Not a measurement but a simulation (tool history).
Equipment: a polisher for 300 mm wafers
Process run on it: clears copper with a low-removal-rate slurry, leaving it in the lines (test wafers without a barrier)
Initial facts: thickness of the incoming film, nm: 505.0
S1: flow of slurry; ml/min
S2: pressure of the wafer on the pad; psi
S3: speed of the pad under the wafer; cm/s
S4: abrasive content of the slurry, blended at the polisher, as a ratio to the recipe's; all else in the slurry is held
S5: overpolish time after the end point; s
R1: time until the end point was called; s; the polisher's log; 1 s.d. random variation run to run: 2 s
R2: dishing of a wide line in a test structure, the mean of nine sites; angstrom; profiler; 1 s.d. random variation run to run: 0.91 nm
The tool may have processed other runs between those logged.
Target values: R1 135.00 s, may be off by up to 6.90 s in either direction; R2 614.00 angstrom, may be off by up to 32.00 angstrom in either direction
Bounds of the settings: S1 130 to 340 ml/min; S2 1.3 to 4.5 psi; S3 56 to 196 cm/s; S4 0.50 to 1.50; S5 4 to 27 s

Run 1, hour 0.0: S1 220 ml/min, S2 2.9 psi, S3 126 cm/s, S4 1.00, S5 14 s. Result: R1 191.17 s, R2 304.53 angstrom.
Run 2, hour 4.3: S1 220 ml/min, S2 3.0 psi, S3 126 cm/s, S4 1.00, S5 15 s. Result: R1 177.02 s, R2 335.78 angstrom.
Run 3, hour 7.1: S1 220 ml/min, S2 3.1 psi, S3 126 cm/s, S4 1.00, S5 16 s. Result: R1 171.41 s, R2 364.19 angstrom.
Run 4, hour 13.0: S1 220 ml/min, S2 3.2 psi, S3 126 cm/s, S4 1.00, S5 17 s. Result: R1 166.01 s, R2 391.94 angstrom.
Run 5, hour 19.4: S1 220 ml/min, S2 3.2 psi, S3 126 cm/s, S4 1.10, S5 17 s. Result: R1 165.84 s, R2 402.12 angstrom.
Run 6, hour 21.4: S1 220 ml/min, S2 3.2 psi, S3 126 cm/s, S4 0.95, S5 17 s. Result: R1 167.11 s, R2 386.30 angstrom.
Run 7, hour 25.3: S1 220 ml/min, S2 3.2 psi, S3 126 cm/s, S4 0.95, S5 18 s. Result: R1 170.09 s, R2 405.62 angstrom.
Run 8, hour 28.1: S1 220 ml/min, S2 3.3 psi, S3 126 cm/s, S4 0.95, S5 18 s. Result: R1 167.93 s, R2 419.71 angstrom.
Run 9, hour 29.2: S1 220 ml/min, S2 3.4 psi, S3 126 cm/s, S4 0.95, S5 18 s. Result: R1 157.45 s, R2 438.56 angstrom.
Run 10, hour 37.4: S1 225 ml/min, S2 3.6 psi, S3 126 cm/s, S4 0.95, S5 20 s. Result: R1 152.21 s, R2 483.41 angstrom.

Exercise: of the 5 proposed moves below, exactly one satisfies all targets within the stated allowed misses. Which move is it?
Run A, hour 45.6: S1 175 ml/min, S2 4.3 psi, S3 132 cm/s, S4 1.20, S5 17 s. Result: R1 ?, R2 ?.
Run B, hour 45.6: S1 310 ml/min, S2 3.8 psi, S3 100 cm/s, S4 1.10, S5 19 s. Result: R1 ?, R2 ?.
Run C, hour 45.6: S1 300 ml/min, S2 3.6 psi, S3 138 cm/s, S4 1.15, S5 27 s. Result: R1 ?, R2 ?.
Run D, hour 45.6: S1 245 ml/min, S2 3.2 psi, S3 150 cm/s, S4 1.25, S5 24 s. Result: R1 ?, R2 ?.
Run E, hour 45.6: S1 210 ml/min, S2 3.5 psi, S3 128 cm/s, S4 0.95, S5 27 s. Result: R1 ?, R2 ?.

move      R1      R2
   A  120.38  526.91
   B  169.29  434.04
   C  129.87  690.06
   D  134.70  611.03
   E  155.00  607.03
A: nearer than the last run, and not there yet
B: the biggest miss grows against the last run
C: takes the result that was furthest off past its target
D: every result lands within tolerance
E: brings the result that was furthest off to its target, and leaves another outside
D meets every target.

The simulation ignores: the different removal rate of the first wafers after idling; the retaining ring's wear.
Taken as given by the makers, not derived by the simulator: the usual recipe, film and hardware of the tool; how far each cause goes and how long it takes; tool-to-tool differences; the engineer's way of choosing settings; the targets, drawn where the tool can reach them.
